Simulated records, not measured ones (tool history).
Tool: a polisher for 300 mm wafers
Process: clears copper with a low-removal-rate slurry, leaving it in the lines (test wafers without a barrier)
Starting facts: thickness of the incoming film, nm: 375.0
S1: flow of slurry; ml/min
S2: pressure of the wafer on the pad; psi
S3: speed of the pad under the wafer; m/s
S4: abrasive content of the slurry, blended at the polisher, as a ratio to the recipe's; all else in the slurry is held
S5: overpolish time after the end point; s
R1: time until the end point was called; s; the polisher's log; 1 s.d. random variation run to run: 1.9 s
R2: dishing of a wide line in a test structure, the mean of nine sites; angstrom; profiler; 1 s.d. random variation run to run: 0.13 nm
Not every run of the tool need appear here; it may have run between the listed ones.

run 1 hour=0.0 | S1=270 S2=3.6 S3=1.40 S4=1.00 S5=15 | R1=68.282 R2=540.740
run 2 hour=4.7 | S1=265 S2=3.3 S3=1.32 S4=1.00 S5=13 | R1=80.503 R2=439.450
run 3 hour=11.8 | S1=290 S2=3.0 S3=1.26 S4=0.90 S5=12 | R1=92.012 R2=359.620
run 4 hour=19.5 | S1=290 S2=3.7 S3=1.26 S4=0.90 S5=12 | R1=75.221 R2=427.530
run 5 hour=25.1 | S1=290 S2=3.7 S3=1.08 S4=0.90 S5=12 | R1=83.267 R2=390.470
run 6 hour=31.9 | S1=310 S2=3.5 S3=1.00 S4=0.85 S5=11 | R1=95.365 R2=322.850
run 7 hour=33.7 | S1=330 S2=3.4 S3=0.94 S4=0.80 S5=10 | R1=102.340 R2=272.320
-- hour=42.5 slurry nozzle cleaned
run 8 hour=42.5 | S1=345 S2=3.3 S3=0.92 S4=0.75 S5=9 | R1=105.520 R2=241.200
run 9 hour=50.3 | S1=420 S2=2.3 S3=1.14 S4=0.50 S5=4 | R1=141.280 R2=86.854
run 10 hour=55.7 | S1=420 S2=2.3 S3=1.14 S4=0.50 S5=4 | R1=141.950 R2=87.806
run 11 hour=57.2 | S1=405 S2=2.3 S3=1.14 S4=0.50 S5=4 | R1=142.740 R2=89.459
run 12 hour=64.1 | S1=390 S2=2.3 S3=1.14 S4=0.50 S5=4 | R1=142.840 R2=87.757
run 13 hour=68.0 | S1=390 S2=2.4 S3=1.12 S4=0.50 S5=4 | R1=136.370 R2=88.794
run 14 hour=72.0 | S1=390 S2=2.4 S3=1.12 S4=0.50 S5=4 | R1=139.220 R2=89.337
run 15 hour=75.9 | S1=390 S2=2.4 S3=1.10 S4=0.50 S5=4 | R1=143.470 R2=87.431
run 16 hour=77.4 | S1=385 S2=2.7 S3=1.08 S4=0.50 S5=9 | R1=130.650 R2=209.180
run 17 hour=84.8 | S1=385 S2=2.5 S3=1.12 S4=0.55 S5=9 | R1=128.610 R2=206.580
run 18 hour=90.3 | S1=310 S2=1.6 S3=0.74 S4=0.80 S5=4 | R1=255.070 R2=49.768
run 19 hour=98.4 | S1=315 S2=1.9 S3=0.74 S4=0.80 S5=4 | R1=217.100 R2=57.885
run 20 hour=99.5 | S1=285 S2=2.9 S3=0.72 S4=0.80 S5=10 | R1=147.860 R2=197.490
run 21 hour=101.6 | S1=300 S2=2.8 S3=0.76 S4=0.90 S5=10 | R1=140.520 R2=206.650
run 22 hour=105.4 | S1=290 S2=2.8 S3=0.84 S4=0.85 S5=9 | R1=132.030 R2=199.280
run 23 hour=112.4 | S1=305 S2=2.7 S3=0.88 S4=0.90 S5=9 | R1=129.410 R2=205.420
run 24 hour=115.2 | S1=290 S2=2.7 S3=0.94 S4=0.85 S5=9 | R1=128.790 R2=210.610
run 25 hour=123.7 | S1=310 S2=2.6 S3=0.94 S4=0.90 S5=9 | R1=130.270 R2=205.670

What will run 26 give?
run 26 hour=124.8 | S1=290 S2=2.7 S3=0.96 S4=0.85 S5=9 | R1=? R2=?

R1: 123.310 s
R2: 215.430 angstrom

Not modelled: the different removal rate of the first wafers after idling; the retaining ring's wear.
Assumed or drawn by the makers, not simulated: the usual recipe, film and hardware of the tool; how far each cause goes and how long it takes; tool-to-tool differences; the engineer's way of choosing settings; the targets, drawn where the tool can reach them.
